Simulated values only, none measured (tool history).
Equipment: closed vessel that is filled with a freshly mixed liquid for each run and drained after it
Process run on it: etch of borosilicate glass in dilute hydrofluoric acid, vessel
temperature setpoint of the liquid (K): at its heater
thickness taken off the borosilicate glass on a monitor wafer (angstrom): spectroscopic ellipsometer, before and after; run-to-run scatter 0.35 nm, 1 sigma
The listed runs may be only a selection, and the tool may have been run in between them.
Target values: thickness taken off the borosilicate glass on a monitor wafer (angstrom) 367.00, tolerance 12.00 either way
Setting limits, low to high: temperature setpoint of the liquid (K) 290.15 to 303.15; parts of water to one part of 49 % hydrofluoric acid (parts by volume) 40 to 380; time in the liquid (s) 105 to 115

| run | hour | temperature setpoint of the liquid (K) | parts of water to one part of 49 % hydrofluoric acid (parts by volume) | time in the liquid (s) | thickness taken off the borosilicate glass on a monitor wafer (angstrom) |
|---|---|---|---|---|---|
| 1 | 0.0 | 295.15 | 210 | 105 | 246.10 |
| 2 | 3.7 | 292.65 | 210 | 105 | 225.13 |
| 3 | 6.5 | 290.15 | 210 | 105 | 201.17 |
| 4 | 7.1 | 290.15 | 210 | 105 | 202.37 |
| 5 | 10.2 | 293.65 | 205 | 105 | 239.11 |
| 6 | 17.6 | 296.15 | 200 | 105 | 275.04 |
| 7 | 24.1 | 298.15 | 200 | 105 | 293.89 |
| 8 | 24.6 | 299.65 | 195 | 105 | 317.57 |
| 9 | 31.0 | 300.65 | 195 | 105 | 327.78 |
| 10 | 35.5 | 301.15 | 195 | 105 | 329.49 |
| 11 | 40.2 | 303.15 | 185 | 105 | 381.60 |

4 candidate next runs follow, results not yet known. Just one meets every target within its allowed miss. Identify it.
| A | 44.9 | 302.15 | 185 | 105 | ? |
| B | 44.9 | 303.15 | 195 | 115 | ? |
| C | 44.9 | 302.65 | 165 | 105 | ? |
| D | 44.9 | 301.15 | 180 | 115 | ? |

| move | thickness taken off the borosilicate glass on a monitor wafer (angstrom) |
|---|---|
| A | 369.31 |
| B | 392.57 |
| C | 432.14 |
| D | 403.62 |
A: every result within its allowed miss
B: the biggest miss grows against the last run
C: the biggest miss grows against the last run
D: the biggest miss grows against the last run
A is the move that brings every result within its allowed miss.
